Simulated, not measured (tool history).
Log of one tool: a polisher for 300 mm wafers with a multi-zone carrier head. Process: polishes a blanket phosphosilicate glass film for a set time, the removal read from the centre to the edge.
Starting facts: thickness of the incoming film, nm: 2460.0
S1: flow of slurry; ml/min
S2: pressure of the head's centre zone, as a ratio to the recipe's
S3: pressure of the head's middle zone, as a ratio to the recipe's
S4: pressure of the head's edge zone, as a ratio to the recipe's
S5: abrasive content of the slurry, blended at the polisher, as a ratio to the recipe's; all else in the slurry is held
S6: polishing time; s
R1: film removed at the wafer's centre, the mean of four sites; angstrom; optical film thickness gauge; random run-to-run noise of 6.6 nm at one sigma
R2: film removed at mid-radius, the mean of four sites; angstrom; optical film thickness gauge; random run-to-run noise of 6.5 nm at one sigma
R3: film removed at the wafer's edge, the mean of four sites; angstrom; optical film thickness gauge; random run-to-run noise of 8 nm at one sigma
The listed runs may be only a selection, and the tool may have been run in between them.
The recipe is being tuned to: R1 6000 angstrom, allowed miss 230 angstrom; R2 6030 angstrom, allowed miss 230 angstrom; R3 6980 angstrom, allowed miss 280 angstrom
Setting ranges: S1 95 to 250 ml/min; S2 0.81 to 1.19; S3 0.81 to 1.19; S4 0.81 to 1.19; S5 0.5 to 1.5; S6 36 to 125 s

run	hour	S1	S2	S3	S4	S5	S6	R1	R2	R3
1	0	160	1	1	1	1	80	4680.8	4782.9	4822.4
2	5.3	165	0.99	0.99	1.04	1.15	81	4998.2	5200.7	5342.3
3	7.1	165	0.99	1.06	1.04	1.15	81	5057.8	5451.5	5295.1
4	9.5	165	0.99	1.12	1.04	1.15	81	5025.6	5755.7	5320.9
5	18.1	165	1.04	1.12	1.04	1.15	81	5400.8	5689.3	5377.6
6	22	165	1.04	1.12	1.04	1.15	74	4888.9	5201.4	4885.4
7	29.9	165	1.03	1.08	1.08	1.25	77	5330.2	5468.3	5342.4
8	35.2	165	1	1.03	1.11	1.3	80	5302.2	5561.2	5810.7

Which single option among these 4 for the next run brings every result within its allowed miss of target? Just one does.
A	40.5	175	0.95	0.99	1.05	1.25	90	?	?	?
B	40.5	235	0.92	1.05	1.06	1.5	82	?	?	?
C	40.5	160	0.93	1.14	1.15	1.3	89	?	?	?
D	40.5	145	0.97	0.94	1.19	1.4	94	?	?	?

move	R1	R2	R3
A	5660.8	6097.4	6079.7
B	5651.9	6550.5	6188.5
C	5473.5	6743	6312.6
D	6067.6	6176	6910.9
A: better than the last run, though not everything is in spec
B: better than the last run, though not everything is in spec
C: better than the last run, though not everything is in spec
D: every result lands within tolerance
The right move is D.

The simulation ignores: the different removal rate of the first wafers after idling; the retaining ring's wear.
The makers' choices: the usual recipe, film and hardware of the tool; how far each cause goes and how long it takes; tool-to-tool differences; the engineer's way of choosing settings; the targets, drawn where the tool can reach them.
